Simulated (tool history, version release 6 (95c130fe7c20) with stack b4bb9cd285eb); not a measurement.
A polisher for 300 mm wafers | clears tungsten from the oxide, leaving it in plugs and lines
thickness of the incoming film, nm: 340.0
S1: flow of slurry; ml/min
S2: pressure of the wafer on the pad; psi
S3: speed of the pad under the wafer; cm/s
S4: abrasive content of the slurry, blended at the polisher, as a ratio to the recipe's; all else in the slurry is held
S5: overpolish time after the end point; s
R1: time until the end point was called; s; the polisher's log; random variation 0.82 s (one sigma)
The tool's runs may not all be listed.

run	hour	S1	S2	S3	S4	S5	R1
1	0	175	4.3	128	1	4	65.728
2	2.8	175	4.3	128	1	4	66.473
3	5.6	170	4.1	128	1	4	69.369
4	8	170	3.9	128	1	4	72.919
5	10.7	170	3.9	140	1	4	66.285
6	16.9	170	3.9	140	1	4	65.378

Run 7 comes next. What will it give?
7	25.4	170	3.6	140	1	4	?

Run 7 gave R1 71.046 s.
